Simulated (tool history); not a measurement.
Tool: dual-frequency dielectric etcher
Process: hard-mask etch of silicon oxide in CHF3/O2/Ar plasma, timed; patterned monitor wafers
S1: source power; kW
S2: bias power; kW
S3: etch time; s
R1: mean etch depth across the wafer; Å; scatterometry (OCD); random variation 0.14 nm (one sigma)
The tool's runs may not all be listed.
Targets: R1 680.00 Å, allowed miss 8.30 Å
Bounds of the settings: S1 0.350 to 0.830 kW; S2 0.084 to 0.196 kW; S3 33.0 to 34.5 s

run 1 day=0.000 | S1=0.590 S2=0.140 S3=33.0 | R1=592.27
run 2 day=0.250 | S1=0.590 S2=0.140 S3=34.5 | R1=618.36
run 3 day=0.292 | S1=0.490 S2=0.140 S3=34.5 | R1=589.13
run 4 day=0.625 | S1=0.550 S2=0.141 S3=34.5 | R1=608.77
run 5 day=0.925 | S1=0.490 S2=0.141 S3=34.5 | R1=589.16
run 6 day=1.162 | S1=0.490 S2=0.141 S3=33.0 | R1=563.19
run 7 day=1.333 | S1=0.570 S2=0.145 S3=33.0 | R1=598.12
run 8 day=1.529 | S1=0.620 S2=0.146 S3=33.0 | R1=616.06
run 9 day=1.767 | S1=0.660 S2=0.147 S3=33.0 | R1=626.41
run 10 day=1.821 | S1=0.700 S2=0.148 S3=33.0 | R1=640.08
run 11 day=1.900 | S1=0.730 S2=0.149 S3=33.0 | R1=649.52
run 12 day=2.071 | S1=0.730 S2=0.149 S3=33.0 | R1=652.11
run 13 day=2.292 | S1=0.750 S2=0.149 S3=33.0 | R1=657.14
run 14 day=2.471 | S1=0.770 S2=0.149 S3=33.0 | R1=660.67
run 15 day=2.600 | S1=0.780 S2=0.149 S3=33.0 | R1=663.77
run 16 day=2.850 | S1=0.790 S2=0.149 S3=33.0 | R1=666.16
run 17 day=2.967 | S1=0.800 S2=0.149 S3=33.0 | R1=668.72

5 next moves are on the table. One of them brings every result within its allowed miss. Which?
run A day=3.083 | S1=0.790 S2=0.146 S3=34.0 | R1=?
run B day=3.083 | S1=0.760 S2=0.156 S3=34.5 | R1=?
run C day=3.083 | S1=0.830 S2=0.132 S3=34.0 | R1=?
run D day=3.083 | S1=0.760 S2=0.136 S3=34.5 | R1=?
run E day=3.083 | S1=0.780 S2=0.148 S3=33.0 | R1=?

move=A R1=678.62
move=B R1=700.82
move=C R1=658.79
move=D R1=658.94
move=E R1=660.06
A: meets every target
B: takes the result that was furthest off past its target
C: further off than the last run
D: further off than the last run
E: further off than the last run
Answer: A

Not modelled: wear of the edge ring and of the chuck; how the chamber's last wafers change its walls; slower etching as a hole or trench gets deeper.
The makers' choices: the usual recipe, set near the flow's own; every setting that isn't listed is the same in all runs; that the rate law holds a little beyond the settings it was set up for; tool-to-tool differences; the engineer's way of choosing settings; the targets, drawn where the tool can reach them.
